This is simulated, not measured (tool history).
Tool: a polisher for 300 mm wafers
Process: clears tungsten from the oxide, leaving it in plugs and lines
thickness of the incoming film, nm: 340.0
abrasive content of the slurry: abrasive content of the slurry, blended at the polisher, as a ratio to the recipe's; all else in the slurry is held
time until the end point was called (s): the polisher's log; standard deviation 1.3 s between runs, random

| run | hour | flow of slurry (ml/min) | pressure of the wafer on the pad (psi) | speed of the pad under the wafer (cm/s) | abrasive content of the slurry | overpolish time after the end point (s) | time until the end point was called (s) |
|---|---|---|---|---|---|---|---|
| 1 | 0 | 245 | 4.2 | 130 | 1 | 47 | 41.74 |
| 2 | 4.3 | 245 | 3.9 | 128 | 1 | 47 | 44.037 |
| 3 | 8.1 | 245 | 3.6 | 124 | 1 | 47 | 45.313 |
| 4 | 14.6 | 245 | 3.4 | 116 | 1 | 47 | 52.246 |
| 5 | 19.4 | 245 | 3.2 | 114 | 1 | 47 | 57.442 |
| 6 | 24.7 | 245 | 3.1 | 114 | 1 | 47 | 57.32 |
| 7 | 30.7 | 245 | 3 | 114 | 1 | 47 | 57.153 |

Run 8 is up next; what results do you expect?
| 8 | 32 | 245 | 2.8 | 112 | 1 | 47 | ? |

Run 8 yielded time until the end point was called (s) 60.806.
